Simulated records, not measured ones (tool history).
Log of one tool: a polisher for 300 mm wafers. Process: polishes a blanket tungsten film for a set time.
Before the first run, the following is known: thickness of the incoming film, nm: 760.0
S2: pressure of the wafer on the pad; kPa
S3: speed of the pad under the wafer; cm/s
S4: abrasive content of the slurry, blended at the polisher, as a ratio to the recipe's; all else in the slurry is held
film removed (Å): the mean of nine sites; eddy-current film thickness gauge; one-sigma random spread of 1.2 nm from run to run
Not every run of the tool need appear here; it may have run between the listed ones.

Run 1, hour 0.0: flow of slurry (ml/min) 145, S2 31.0 kPa, S3 118 cm/s, S4 1.00, polishing time (s) 53. Result: film removed (Å) 3042.3.
Run 2, hour 5.8: flow of slurry (ml/min) 140, S2 27.6 kPa, S3 118 cm/s, S4 1.00, polishing time (s) 53. Result: film removed (Å) 2760.7.
Run 3, hour 10.1: flow of slurry (ml/min) 140, S2 27.6 kPa, S3 118 cm/s, S4 0.85, polishing time (s) 53. Result: film removed (Å) 2570.4.
Run 4, hour 14.8: flow of slurry (ml/min) 135, S2 25.5 kPa, S3 118 cm/s, S4 0.85, polishing time (s) 53. Result: film removed (Å) 2382.9.
Run 5, hour 18.4: flow of slurry (ml/min) 170, S2 25.5 kPa, S3 118 cm/s, S4 0.85, polishing time (s) 53. Result: film removed (Å) 2462.4.
Run 6, hour 23.3: flow of slurry (ml/min) 165, S2 23.4 kPa, S3 118 cm/s, S4 0.85, polishing time (s) 53. Result: film removed (Å) 2237.3.

The next listed run, before its measurement:
Run 7, hour 29.9: flow of slurry (ml/min) 165, S2 22.1 kPa, S3 118 cm/s, S4 0.85, polishing time (s) 53. Result: film removed (Å) ?.

For run 7 the tool returned film removed (Å) 2097.5.
